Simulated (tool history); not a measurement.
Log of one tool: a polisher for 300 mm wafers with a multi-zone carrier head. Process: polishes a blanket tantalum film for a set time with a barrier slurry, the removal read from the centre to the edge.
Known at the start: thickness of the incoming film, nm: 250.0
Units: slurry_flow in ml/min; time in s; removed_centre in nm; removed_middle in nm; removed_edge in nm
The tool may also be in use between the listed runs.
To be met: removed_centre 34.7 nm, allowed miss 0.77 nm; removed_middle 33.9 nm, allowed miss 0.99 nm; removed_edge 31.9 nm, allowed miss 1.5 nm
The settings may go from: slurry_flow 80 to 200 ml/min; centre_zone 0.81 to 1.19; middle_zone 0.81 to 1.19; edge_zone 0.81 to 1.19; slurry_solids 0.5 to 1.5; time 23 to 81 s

{"run": 1, "hour": 0.0, "slurry_flow": 130, "centre_zone": 1, "middle_zone": 1, "edge_zone": 1, "slurry_solids": 1, "time": 52, "removed_centre": 36.791, "removed_middle": 37.745, "removed_edge": 36.453}
{"run": 2, "hour": 3.7, "slurry_flow": 155, "centre_zone": 1, "middle_zone": 1, "edge_zone": 1, "slurry_solids": 1, "time": 52, "removed_centre": 38.679, "removed_middle": 38.836, "removed_edge": 37.99}
{"run": 3, "hour": 11.0, "slurry_flow": 170, "centre_zone": 1, "middle_zone": 1, "edge_zone": 1, "slurry_solids": 1, "time": 52, "removed_centre": 39.329, "removed_middle": 39.439, "removed_edge": 38.854}
{"run": 4, "hour": 18.4, "slurry_flow": 155, "centre_zone": 1, "middle_zone": 0.99, "edge_zone": 0.97, "slurry_solids": 1, "time": 52, "removed_centre": 38.584, "removed_middle": 38.293, "removed_edge": 37.367}
{"run": 5, "hour": 20.4, "slurry_flow": 140, "centre_zone": 1, "middle_zone": 0.98, "edge_zone": 0.95, "slurry_solids": 1, "time": 52, "removed_centre": 37.62, "removed_middle": 36.75, "removed_edge": 36.777}
{"run": 6, "hour": 26.5, "slurry_flow": 140, "centre_zone": 1, "middle_zone": 0.98, "edge_zone": 0.95, "slurry_solids": 1, "time": 40, "removed_centre": 28.688, "removed_middle": 28.319, "removed_edge": 27.905}
{"run": 7, "hour": 33.4, "slurry_flow": 150, "centre_zone": 1.02, "middle_zone": 1, "edge_zone": 0.97, "slurry_solids": 1, "time": 40, "removed_centre": 29.986, "removed_middle": 29.12, "removed_edge": 28.625}
{"run": 8, "hour": 35.1, "slurry_flow": 160, "centre_zone": 1.03, "middle_zone": 1.02, "edge_zone": 0.99, "slurry_solids": 1, "time": 40, "removed_centre": 30.318, "removed_middle": 29.995, "removed_edge": 29.169}
{"run": 9, "hour": 42.7, "slurry_flow": 195, "centre_zone": 1.11, "middle_zone": 1.08, "edge_zone": 1.04, "slurry_solids": 1.15, "time": 40, "removed_centre": 35.753, "removed_middle": 34.074, "removed_edge": 32.415}
{"run": 10, "hour": 50.5, "slurry_flow": 190, "centre_zone": 1.11, "middle_zone": 1.08, "edge_zone": 1.04, "slurry_solids": 1.15, "time": 40, "removed_centre": 35.979, "removed_middle": 33.891, "removed_edge": 32.18}

Which of these 4 next moves meets every target?
{"run": "A", "hour": 58.3, "slurry_flow": 195, "centre_zone": 1.05, "middle_zone": 1.03, "edge_zone": 0.99, "slurry_solids": 1.1, "time": 42, "removed_centre": "?", "removed_middle": "?", "removed_edge": "?"}
{"run": "B", "hour": 58.3, "slurry_flow": 180, "centre_zone": 1.04, "middle_zone": 1.02, "edge_zone": 1.19, "slurry_solids": 1.05, "time": 42, "removed_centre": "?", "removed_middle": "?", "removed_edge": "?"}
{"run": "C", "hour": 58.3, "slurry_flow": 200, "centre_zone": 1.13, "middle_zone": 1.08, "edge_zone": 1.02, "slurry_solids": 1.05, "time": 41, "removed_centre": "?", "removed_middle": "?", "removed_edge": "?"}
{"run": "D", "hour": 58.3, "slurry_flow": 200, "centre_zone": 1.12, "middle_zone": 1.06, "edge_zone": 1.07, "slurry_solids": 1.15, "time": 41, "removed_centre": "?", "removed_middle": "?", "removed_edge": "?"}

move=A removed_centre=35.116 removed_middle=34.448 removed_edge=32.411
move=B removed_centre=33.83 removed_middle=33.26 removed_edge=34.74
move=C removed_centre=36.469 removed_middle=34.655 removed_edge=31.734
move=D removed_centre=37.112 removed_middle=35.011 removed_edge=33.364
A: meets every target
B: takes the result that was furthest off past its target
C: further off than the last run
D: further off than the last run
Answer: A
